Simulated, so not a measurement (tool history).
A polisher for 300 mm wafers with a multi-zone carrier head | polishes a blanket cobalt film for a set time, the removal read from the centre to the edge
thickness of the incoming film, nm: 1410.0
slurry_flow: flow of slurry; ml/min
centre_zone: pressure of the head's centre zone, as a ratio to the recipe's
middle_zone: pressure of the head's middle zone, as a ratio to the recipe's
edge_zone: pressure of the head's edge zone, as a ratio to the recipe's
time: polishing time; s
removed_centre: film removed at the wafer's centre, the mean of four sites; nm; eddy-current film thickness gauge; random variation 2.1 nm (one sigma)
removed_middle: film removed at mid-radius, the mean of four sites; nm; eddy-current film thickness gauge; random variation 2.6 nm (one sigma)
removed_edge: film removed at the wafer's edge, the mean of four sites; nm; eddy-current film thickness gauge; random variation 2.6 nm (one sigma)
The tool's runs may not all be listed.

run  hour  slurry_flow  centre_zone  middle_zone  edge_zone  time  removed_centre  removed_middle  removed_edge
  1     0          255            1            1          1    42          235.81          227.83        240.86
  2   5.9          230            1            1          1    42          235.84          229.45        238.71
  3   8.8          230         0.94            1          1    42          225.17          227.96        232.18
  4  15.1          230         0.94         0.93          1    42           226.2          222.74        244.05
  5  19.9          230         0.99         0.93          1    42          234.25          226.47        237.82
  6  25.6          230         0.99         0.93       1.07    42          233.44          221.44        239.73
  7    29          230         0.99         0.93       1.07    42          239.83          224.63        240.44
  8    34          220         0.98         0.96       1.06    41          220.92          217.12        229.61
  9    36          220         0.98         0.96       1.06    41          219.28          221.45        237.88
 10  38.8          225         0.98         0.99       1.04    40          219.75          218.82        230.14
 11  45.1          215         0.98         1.01       1.03    39           215.9          215.42        220.52
 12  51.8          210         0.97         1.02       1.03    38          207.93          210.33        219.15

Forecast run 13:
 13  57.3          205         0.96         1.04       1.01    37               ?               ?             ?

Run 13 gave removed_centre 195.51 nm, removed_middle 206.91 nm, removed_edge 213.1 nm.
